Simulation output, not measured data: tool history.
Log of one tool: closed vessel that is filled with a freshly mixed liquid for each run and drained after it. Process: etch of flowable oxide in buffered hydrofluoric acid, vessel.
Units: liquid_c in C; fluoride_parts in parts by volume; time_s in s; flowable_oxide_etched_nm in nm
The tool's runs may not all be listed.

| run | day | liquid_c | fluoride_parts | time_s | flowable_oxide_etched_nm |
|---|---|---|---|---|---|
| 1 | 0.000 | 24.0 | 17 | 85 | 106.050 |
| 2 | 0.262 | 25.0 | 17 | 85 | 111.090 |
| 3 | 0.333 | 26.0 | 17 | 85 | 117.320 |
| 4 | 0.675 | 23.0 | 17 | 85 | 99.779 |
| 5 | 0.946 | 24.5 | 17 | 85 | 108.890 |
| 6 | 1.233 | 25.5 | 17 | 85 | 113.830 |
| 7 | 1.375 | 26.5 | 17 | 85 | 120.670 |

Forecast run 8:
| 8 | 1.758 | 27.0 | 17 | 85 | ? |

{"run 8": {"flowable_oxide_etched_nm": 123.48}}
